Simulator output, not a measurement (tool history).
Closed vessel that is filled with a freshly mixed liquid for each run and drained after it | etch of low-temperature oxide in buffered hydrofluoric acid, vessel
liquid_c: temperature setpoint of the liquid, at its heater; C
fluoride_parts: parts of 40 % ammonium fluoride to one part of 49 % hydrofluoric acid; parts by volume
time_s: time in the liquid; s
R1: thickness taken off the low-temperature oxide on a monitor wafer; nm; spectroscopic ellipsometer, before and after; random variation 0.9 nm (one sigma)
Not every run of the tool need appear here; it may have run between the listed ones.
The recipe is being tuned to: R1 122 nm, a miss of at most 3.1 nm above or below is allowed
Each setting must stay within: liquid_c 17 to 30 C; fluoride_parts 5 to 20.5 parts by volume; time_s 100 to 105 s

{"run": 1, "hour": 0.0, "liquid_c": 22, "fluoride_parts": 12.5, "time_s": 100, "R1": 153.47}
{"run": 2, "hour": 6.6, "liquid_c": 22, "fluoride_parts": 12.5, "time_s": 100, "R1": 152.95}
{"run": 3, "hour": 13.0, "liquid_c": 24, "fluoride_parts": 12.5, "time_s": 100, "R1": 168.95}
{"run": 4, "hour": 17.5, "liquid_c": 22.5, "fluoride_parts": 12.5, "time_s": 100, "R1": 155.97}
{"run": 5, "hour": 20.8, "liquid_c": 25, "fluoride_parts": 12.5, "time_s": 100, "R1": 179.08}
{"run": 6, "hour": 29.8, "liquid_c": 25, "fluoride_parts": 12.5, "time_s": 105, "R1": 189.48}
{"run": 7, "hour": 30.7, "liquid_c": 23, "fluoride_parts": 13, "time_s": 105, "R1": 164.31}
{"run": 8, "hour": 32.9, "liquid_c": 21.5, "fluoride_parts": 13, "time_s": 105, "R1": 149.02}

5 candidate next runs follow, results not yet known. Just one meets every target within its allowed miss. Identify it.
{"run": "A", "hour": 35.1, "liquid_c": 22.5, "fluoride_parts": 16, "time_s": 105, "R1": "?"}
{"run": "B", "hour": 35.1, "liquid_c": 21, "fluoride_parts": 15.5, "time_s": 100, "R1": "?"}
{"run": "C", "hour": 35.1, "liquid_c": 21.5, "fluoride_parts": 14, "time_s": 100, "R1": "?"}
{"run": "D", "hour": 35.1, "liquid_c": 24, "fluoride_parts": 16.5, "time_s": 100, "R1": "?"}
{"run": "E", "hour": 35.1, "liquid_c": 18.5, "fluoride_parts": 13, "time_s": 100, "R1": "?"}

move=A R1=129.21
move=B R1=116.83
move=C R1=132.76
move=D R1=129.64
move=E R1=120.68
A: nearer than the last run, and not there yet
B: takes the result that was furthest off past its target
C: nearer than the last run, and not there yet
D: nearer than the last run, and not there yet
E: every result within its allowed miss
The move that meets every target is E.
